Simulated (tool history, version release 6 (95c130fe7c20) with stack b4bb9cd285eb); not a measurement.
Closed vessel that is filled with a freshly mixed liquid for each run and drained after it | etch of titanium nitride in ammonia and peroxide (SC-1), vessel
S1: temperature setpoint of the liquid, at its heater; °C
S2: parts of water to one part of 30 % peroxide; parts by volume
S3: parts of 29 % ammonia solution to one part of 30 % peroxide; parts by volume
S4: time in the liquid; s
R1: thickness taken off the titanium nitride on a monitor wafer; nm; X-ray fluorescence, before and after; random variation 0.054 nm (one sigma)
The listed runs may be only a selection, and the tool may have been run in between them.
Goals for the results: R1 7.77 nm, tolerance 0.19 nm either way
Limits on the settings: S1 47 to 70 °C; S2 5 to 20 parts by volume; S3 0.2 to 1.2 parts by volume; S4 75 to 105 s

{"run": 1, "day": 0.0, "S1": 63, "S2": 11, "S3": 0.9, "S4": 105, "R1": 16.323}
{"run": 2, "day": 0.346, "S1": 60.5, "S2": 11, "S3": 0.9, "S4": 105, "R1": 13.91}
{"run": 3, "day": 0.638, "S1": 60.5, "S2": 11, "S3": 1.05, "S4": 105, "R1": 14.24}
{"run": 4, "day": 0.925, "S1": 60.5, "S2": 11, "S3": 1.05, "S4": 105, "R1": 14.264}
{"run": 5, "day": 0.988, "S1": 58.5, "S2": 11, "S3": 1.05, "S4": 105, "R1": 12.439}
{"run": 6, "day": 1.333, "S1": 57, "S2": 11, "S3": 1.05, "S4": 105, "R1": 11.171}
{"run": 7, "day": 1.554, "S1": 50.5, "S2": 11, "S3": 1.05, "S4": 105, "R1": 7.338}
{"run": 8, "day": 1.642, "S1": 51, "S2": 11, "S3": 1.05, "S4": 105, "R1": 7.4068}

Exercise: of the 4 proposed moves below, exactly one satisfies all targets within the stated allowed misses. Which move is it?
{"run": "A", "day": 1.729, "S1": 52.5, "S2": 10.5, "S3": 1.05, "S4": 100, "R1": "?"}
{"run": "B", "day": 1.729, "S1": 48.5, "S2": 7.5, "S3": 1.2, "S4": 105, "R1": "?"}
{"run": "C", "day": 1.729, "S1": 54.5, "S2": 9.5, "S3": 1.2, "S4": 75, "R1": "?"}
{"run": "D", "day": 1.729, "S1": 53, "S2": 16, "S3": 1, "S4": 105, "R1": "?"}

move=A R1=8.187
move=B R1=7.8049
move=C R1=7.5386
move=D R1=7.0954
A: takes the biggest miss from the last run beyond its target
B: meets every target
C: moves toward the targets from the last run without getting all of them in spec
D: moves away from the targets compared with the last run
Answer: B

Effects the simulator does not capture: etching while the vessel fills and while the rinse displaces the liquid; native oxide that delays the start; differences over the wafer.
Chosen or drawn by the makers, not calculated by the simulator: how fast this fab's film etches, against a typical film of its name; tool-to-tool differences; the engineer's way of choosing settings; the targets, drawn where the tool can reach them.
